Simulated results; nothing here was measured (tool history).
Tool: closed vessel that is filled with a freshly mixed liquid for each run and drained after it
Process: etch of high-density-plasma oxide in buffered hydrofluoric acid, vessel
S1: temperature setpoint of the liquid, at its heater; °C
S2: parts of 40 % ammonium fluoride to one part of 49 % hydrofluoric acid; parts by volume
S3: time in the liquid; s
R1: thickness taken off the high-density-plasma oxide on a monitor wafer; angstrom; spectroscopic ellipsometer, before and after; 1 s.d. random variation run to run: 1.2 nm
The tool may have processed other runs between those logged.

run,day,S1,S2,S3,R1
1,0,24,8.5,90,2652.7
2,0.333,25.5,8.5,90,2878.6
3,0.454,22.5,8.5,90,2429.5
4,0.675,24,8.5,90,2671.8
5,0.896,26.5,8.5,90,3031.6
6,1.254,23.5,8.5,90,2567
7,1.45,25,8.5,90,2822.2
8,1.629,26,8.5,90,2953.5
9,1.783,27,8.5,90,3132.6

Run 10 is up next; what results do you expect?
10,1.975,27.5,8.5,90,?

For run 10 the tool returned R1 3194 angstrom.
